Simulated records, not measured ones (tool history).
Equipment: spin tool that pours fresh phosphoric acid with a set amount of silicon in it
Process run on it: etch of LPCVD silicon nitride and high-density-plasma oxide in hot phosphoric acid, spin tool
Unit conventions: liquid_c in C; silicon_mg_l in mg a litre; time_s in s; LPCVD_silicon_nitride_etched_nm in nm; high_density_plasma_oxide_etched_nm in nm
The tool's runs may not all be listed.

run  hour  liquid_c  silicon_mg_l  time_s  LPCVD_silicon_nitride_etched_nm  high_density_plasma_oxide_etched_nm
  1     0       160            28     180                           16.951                              0.30889
  2   7.6     159.5          32.5     150                           13.894                              0.18594
  3  14.6     159.5            47     150                           13.955                             0.098785
  4    20       159          46.5     125                           11.384                             0.091753
  5  28.7     158.5            47     105                            9.441                             0.061051
  6  32.5       157            47     105                           8.9381                             0.059406
  7  39.1       157            47      90                           7.6628                             0.052664
  8    41       157            46      75                           6.2702                             0.043692
  9  46.8       157            46      75                           6.4797                             0.037013
 10  52.7       157            43      65                           5.5301                             0.039187
 11  53.9       157            42      60                           5.1071                             0.033987
 12  60.8       157            41      60                           5.1265                              0.04523
 13  61.4       157          41.5      55                           4.6981                              0.04251

The next listed run, before its measurement:
 14  68.3       157            42      55                                ?                                    ?

LPCVD_silicon_nitride_etched_nm: 4.6758 nm
high_density_plasma_oxide_etched_nm: 0.040948 nm
